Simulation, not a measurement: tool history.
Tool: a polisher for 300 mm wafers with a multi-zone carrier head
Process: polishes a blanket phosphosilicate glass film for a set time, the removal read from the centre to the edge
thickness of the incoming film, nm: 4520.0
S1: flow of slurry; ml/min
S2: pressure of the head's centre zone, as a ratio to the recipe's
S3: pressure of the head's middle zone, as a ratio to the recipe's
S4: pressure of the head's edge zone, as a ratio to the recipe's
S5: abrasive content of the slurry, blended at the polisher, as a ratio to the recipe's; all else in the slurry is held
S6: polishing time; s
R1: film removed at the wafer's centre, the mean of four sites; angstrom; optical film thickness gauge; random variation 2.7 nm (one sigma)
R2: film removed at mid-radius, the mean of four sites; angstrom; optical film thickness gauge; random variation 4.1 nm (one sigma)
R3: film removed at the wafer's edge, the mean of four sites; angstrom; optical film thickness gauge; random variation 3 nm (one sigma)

run	hour	S1	S2	S3	S4	S5	S6	R1	R2	R3
1	0	145	1	1	1	1	32	3337	3181.3	3416.7
2	8.6	145	1	1.01	0.98	0.95	32	3277.5	3238.7	3290.9
3	14.8	140	1	1	0.96	0.95	32	3241.4	3179.7	3256.1
4	17.1	140	1.01	1	0.95	0.9	32	3187.8	3102.2	3142.5
5	19.2	155	1.01	1	0.95	0.9	32	3269.5	3039.1	3148.7
6	20.2	155	1.01	1	1.01	0.9	32	3257.5	3151.3	3283.4
7	21	155	1.01	1	0.99	0.9	32	3331.7	3145.7	3267.3
8	23	150	1.01	1	0.97	0.9	32	3239	3185.1	3177.9
9	25.5	150	1.01	0.99	0.96	0.9	32	3236.7	3010	3152
10	28.2	145	1.01	0.99	0.94	0.9	32	3235.1	3039.9	3101.4
11	29.5	140	1.01	0.99	0.93	0.9	32	3176.1	3119.2	3120.6
12	34.9	140	1.01	0.99	0.92	0.85	32	3088.1	2976.7	2988.8
13	35.5	140	1.01	0.99	0.91	0.85	32	3141.8	2970.9	2965.3

Run 14 comes next. What will it give?
14	40	140	1.01	0.99	0.9	0.85	32	?	?	?

Run 14 gave R1 3138.1 angstrom, R2 2916.8 angstrom, R3 2984.6 angstrom.

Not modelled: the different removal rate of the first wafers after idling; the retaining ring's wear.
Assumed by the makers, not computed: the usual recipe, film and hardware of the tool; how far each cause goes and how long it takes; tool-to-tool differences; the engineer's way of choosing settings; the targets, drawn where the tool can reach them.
